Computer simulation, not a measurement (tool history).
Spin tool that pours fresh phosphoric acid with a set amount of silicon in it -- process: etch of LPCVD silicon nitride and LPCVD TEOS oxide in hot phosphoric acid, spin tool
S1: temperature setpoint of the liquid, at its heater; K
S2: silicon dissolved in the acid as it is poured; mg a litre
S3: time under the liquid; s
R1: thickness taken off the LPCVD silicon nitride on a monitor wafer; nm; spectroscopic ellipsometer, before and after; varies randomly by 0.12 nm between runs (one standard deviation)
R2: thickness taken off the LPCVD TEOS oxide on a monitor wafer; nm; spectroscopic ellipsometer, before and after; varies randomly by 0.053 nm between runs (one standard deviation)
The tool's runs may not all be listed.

run	hour	S1	S2	S3	R1	R2
1	0.0	434.15	16.0	180	14.230	0.93327
2	5.1	434.65	16.0	190	15.249	1.01330
3	8.3	434.65	10.5	190	15.278	1.21570
4	11.4	435.15	11.0	200	16.374	1.18080
5	19.0	435.15	11.0	135	10.984	0.86224
6	22.4	435.65	11.0	150	12.504	0.95025
7	30.8	436.15	10.5	160	13.561	1.10310
8	33.1	436.65	11.0	170	14.578	1.19980

Predict the results of run 9:
9	36.9	437.15	11.5	180	?	?

For run 9 the tool returned R1 15.868 nm, R2 1.24880 nm.
